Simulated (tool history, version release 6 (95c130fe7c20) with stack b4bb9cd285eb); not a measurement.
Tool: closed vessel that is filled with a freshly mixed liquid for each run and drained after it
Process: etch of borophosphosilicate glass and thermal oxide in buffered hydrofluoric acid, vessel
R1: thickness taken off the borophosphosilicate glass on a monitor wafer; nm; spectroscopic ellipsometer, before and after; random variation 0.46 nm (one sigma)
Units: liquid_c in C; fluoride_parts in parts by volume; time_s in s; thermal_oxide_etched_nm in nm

Run 1, hour 0.0: liquid_c 24.0 C, fluoride_parts 14.5 parts by volume, time_s 60 s. Result: R1 55.493 nm, thermal_oxide_etched_nm 47.308 nm.
Run 2, hour 2.1: liquid_c 24.5 C, fluoride_parts 14.5 parts by volume, time_s 60 s. Result: R1 55.400 nm, thermal_oxide_etched_nm 47.848 nm.
Run 3, hour 4.6: liquid_c 24.5 C, fluoride_parts 12.0 parts by volume, time_s 60 s. Result: R1 68.727 nm, thermal_oxide_etched_nm 57.485 nm.
Run 4, hour 13.0: liquid_c 24.5 C, fluoride_parts 12.0 parts by volume, time_s 70 s. Result: R1 78.773 nm, thermal_oxide_etched_nm 67.893 nm.
Run 5, hour 19.5: liquid_c 23.5 C, fluoride_parts 12.0 parts by volume, time_s 70 s. Result: R1 74.870 nm, thermal_oxide_etched_nm 64.220 nm.
Run 6, hour 26.9: liquid_c 23.5 C, fluoride_parts 12.0 parts by volume, time_s 90 s. Result: R1 96.182 nm, thermal_oxide_etched_nm 82.164 nm.
Run 7, hour 35.8: liquid_c 22.0 C, fluoride_parts 12.0 parts by volume, time_s 90 s. Result: R1 88.716 nm, thermal_oxide_etched_nm 75.970 nm.
Run 8, hour 43.3: liquid_c 21.0 C, fluoride_parts 12.0 parts by volume, time_s 90 s. Result: R1 84.855 nm, thermal_oxide_etched_nm 72.826 nm.
Run 9, hour 51.3: liquid_c 20.0 C, fluoride_parts 12.0 parts by volume, time_s 90 s. Result: R1 79.887 nm, thermal_oxide_etched_nm 67.785 nm.
Run 10, hour 52.6: liquid_c 20.0 C, fluoride_parts 12.0 parts by volume, time_s 90 s. Result: R1 79.521 nm, thermal_oxide_etched_nm 68.028 nm.
Run 11, hour 58.8: liquid_c 19.5 C, fluoride_parts 12.0 parts by volume, time_s 90 s. Result: R1 77.130 nm, thermal_oxide_etched_nm 67.103 nm.

Forecast run 12:
Run 12, hour 64.5: liquid_c 19.0 C, fluoride_parts 12.0 parts by volume, time_s 90 s. Result: R1 ?, thermal_oxide_etched_nm ?.

R1: 75.758 nm
thermal_oxide_etched_nm: 63.962 nm
